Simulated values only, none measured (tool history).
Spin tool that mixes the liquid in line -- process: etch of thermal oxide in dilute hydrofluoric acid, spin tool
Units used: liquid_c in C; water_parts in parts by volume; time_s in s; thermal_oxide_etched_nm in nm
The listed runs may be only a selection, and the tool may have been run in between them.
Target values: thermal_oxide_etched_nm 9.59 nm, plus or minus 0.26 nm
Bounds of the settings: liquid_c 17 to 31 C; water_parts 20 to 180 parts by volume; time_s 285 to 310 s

run  hour  liquid_c  water_parts  time_s  thermal_oxide_etched_nm
  1     0        23          100     285                   11.922
  2   1.7        20          100     285                   10.565
  3  10.2      19.5          100     285                   10.283
  4  17.3      19.5           85     285                   12.397
  5  24.4        19           85     285                   12.174
  6  31.2        19           85     310                   13.132
  7  40.1        19           90     310                   12.399
  8  44.3        19           90     310                   12.371
  9    45        18          100     310                   10.699

Which one of the following 5 next-run settings gets every result inside its allowed miss? There is exactly one.
  A  45.7      18.5           85     285                        ?
  B  45.7        17           80     295                        ?
  C  45.7      18.5          115     300                        ?
  D  45.7      19.5          110     310                        ?
  E  45.7        19          105     285                        ?

move  thermal_oxide_etched_nm
   A                    11.95
   B                   12.401
   C                   9.0021
   D                   10.188
   E                   9.6644
A: misses by more than the last run did
B: misses by more than the last run did
C: moves the result that the last run missed by most past its target, out the other side
D: gains on the last run, yet a result remains outside its allowed miss
E: all results land within tolerance of their targets
Move E is the one to make.

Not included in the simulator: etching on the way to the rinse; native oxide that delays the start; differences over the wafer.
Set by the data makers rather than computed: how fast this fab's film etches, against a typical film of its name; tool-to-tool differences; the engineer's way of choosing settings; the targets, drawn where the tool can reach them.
